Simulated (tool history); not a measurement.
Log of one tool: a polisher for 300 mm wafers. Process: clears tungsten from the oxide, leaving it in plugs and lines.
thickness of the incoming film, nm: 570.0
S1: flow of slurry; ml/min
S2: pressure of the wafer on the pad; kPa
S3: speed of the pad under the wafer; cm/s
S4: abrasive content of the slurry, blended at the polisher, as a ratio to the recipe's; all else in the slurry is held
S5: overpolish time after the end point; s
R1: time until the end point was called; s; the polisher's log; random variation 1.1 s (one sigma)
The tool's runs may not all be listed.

run,hour,S1,S2,S3,S4,S5,R1
1,0.0,165,20.7,100,1.0,4,127.96
2,6.2,165,17.2,100,1.0,4,146.98
3,8.0,165,17.2,80,1.0,4,183.48
4,13.2,140,17.2,80,1.0,4,188.40
5,20.3,145,18.6,80,1.0,4,175.00
6,23.2,150,20.0,80,1.0,4,165.12
7,29.1,155,20.7,80,1.0,4,159.14
8,31.9,160,21.4,80,1.0,4,153.64
9,37.5,165,22.1,80,1.0,4,149.36
10,38.6,165,22.8,80,1.0,4,145.50

The next listed run, before its measurement:
11,43.2,165,23.4,80,1.0,4,?

Run 11 gave R1 142.10 s.

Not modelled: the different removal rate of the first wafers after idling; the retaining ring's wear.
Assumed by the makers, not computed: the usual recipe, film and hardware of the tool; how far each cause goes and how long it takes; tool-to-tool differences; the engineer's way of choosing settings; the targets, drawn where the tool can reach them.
